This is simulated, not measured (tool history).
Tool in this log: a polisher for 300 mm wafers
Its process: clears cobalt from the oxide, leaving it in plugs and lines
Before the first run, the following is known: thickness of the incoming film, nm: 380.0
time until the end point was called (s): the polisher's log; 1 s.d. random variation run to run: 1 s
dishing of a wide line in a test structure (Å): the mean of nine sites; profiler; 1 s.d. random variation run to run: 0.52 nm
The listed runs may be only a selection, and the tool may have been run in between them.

run	day	flow of slurry (ml/min)	pressure of the wafer on the pad (kPa)	speed of the pad under the wafer (m/s)	overpolish time after the end point (s)	time until the end point was called (s)	dishing of a wide line in a test structure (Å)
1	0	155	15.2	0.78	25	72.489	566.74
2	0.288	190	15.2	0.78	25	70.198	579.05
3	0.55	190	15.2	0.64	25	85.591	540.66
4	0.612	190	15.2	0.64	21	84.691	495.12
5	0.817	190	15.2	0.52	21	103.72	449.48
6	0.942	190	15.9	0.52	18	98.097	432.15

What does the tool deliver on the next run?
7	1.167	200	17.2	0.5	8	?	?

time until the end point was called (s): 94.958
dishing of a wide line in a test structure (Å): 248.95

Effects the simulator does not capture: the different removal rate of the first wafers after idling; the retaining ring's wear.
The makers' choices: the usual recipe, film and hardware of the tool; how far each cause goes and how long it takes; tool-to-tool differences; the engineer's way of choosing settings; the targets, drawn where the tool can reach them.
